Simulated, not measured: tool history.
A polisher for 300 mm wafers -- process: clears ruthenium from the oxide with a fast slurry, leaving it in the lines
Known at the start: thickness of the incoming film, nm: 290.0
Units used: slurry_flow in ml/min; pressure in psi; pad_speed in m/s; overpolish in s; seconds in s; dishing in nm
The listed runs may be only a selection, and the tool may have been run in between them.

run	hour	slurry_flow	pressure	pad_speed	slurry_solids	overpolish	seconds	dishing
1	0	175	3.2	1.06	1	29	74.796	86.25
2	2.7	180	3.4	1.06	1	31	71.159	98.125
3	11.1	180	3.5	1.06	1	32	68.119	102.27
4	19.5	185	3.6	1.06	1	33	66.103	107.91
5	26.7	185	3.6	1.18	1	33	60.653	111.6
6	32.1	185	3.2	1.18	1	33	67.177	105.26
# hour 40.1: slurry blender recalibrated
7	40.1	190	3.3	1.18	1	34	60.415	116.82

Estimate the outcome of run 8 from the log above:
8	44.6	190	3.3	1.18	1	34	?	?

Run 8 yielded seconds 59.599 s, dishing 115.28 nm.
